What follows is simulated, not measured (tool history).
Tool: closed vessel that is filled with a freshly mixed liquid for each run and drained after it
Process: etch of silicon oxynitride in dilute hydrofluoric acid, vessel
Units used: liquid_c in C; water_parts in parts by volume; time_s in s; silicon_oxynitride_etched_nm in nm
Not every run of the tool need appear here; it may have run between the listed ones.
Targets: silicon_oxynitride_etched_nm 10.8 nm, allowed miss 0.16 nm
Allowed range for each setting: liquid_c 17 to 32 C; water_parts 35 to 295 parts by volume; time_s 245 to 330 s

run 1 hour=0 | liquid_c=24 water_parts=165 time_s=330 | silicon_oxynitride_etched_nm=7.5992
run 2 hour=1.4 | liquid_c=24 water_parts=165 time_s=245 | silicon_oxynitride_etched_nm=5.5957
run 3 hour=3 | liquid_c=25 water_parts=160 time_s=245 | silicon_oxynitride_etched_nm=6.1007
run 4 hour=6.9 | liquid_c=25 water_parts=160 time_s=330 | silicon_oxynitride_etched_nm=8.1584
run 5 hour=10.5 | liquid_c=25.5 water_parts=160 time_s=330 | silicon_oxynitride_etched_nm=8.4208
run 6 hour=19.3 | liquid_c=26 water_parts=160 time_s=330 | silicon_oxynitride_etched_nm=8.554
run 7 hour=26.1 | liquid_c=26.5 water_parts=160 time_s=330 | silicon_oxynitride_etched_nm=8.7596
run 8 hour=27.4 | liquid_c=30.5 water_parts=160 time_s=330 | silicon_oxynitride_etched_nm=10.371

4 next moves are on the table. One of them brings every result within its allowed miss. Which?
run A hour=28.7 | liquid_c=30.5 water_parts=150 time_s=285 | silicon_oxynitride_etched_nm=?
run B hour=28.7 | liquid_c=29 water_parts=140 time_s=315 | silicon_oxynitride_etched_nm=?
run C hour=28.7 | liquid_c=31 water_parts=150 time_s=295 | silicon_oxynitride_etched_nm=?
run D hour=28.7 | liquid_c=28.5 water_parts=135 time_s=285 | silicon_oxynitride_etched_nm=?

move=A silicon_oxynitride_etched_nm=9.6978
move=B silicon_oxynitride_etched_nm=10.862
move=C silicon_oxynitride_etched_nm=10.256
move=D silicon_oxynitride_etched_nm=10.015
A: moves away from the targets compared with the last run
B: all results land within tolerance of their targets
C: moves away from the targets compared with the last run
D: moves away from the targets compared with the last run
The move that meets every target is B.
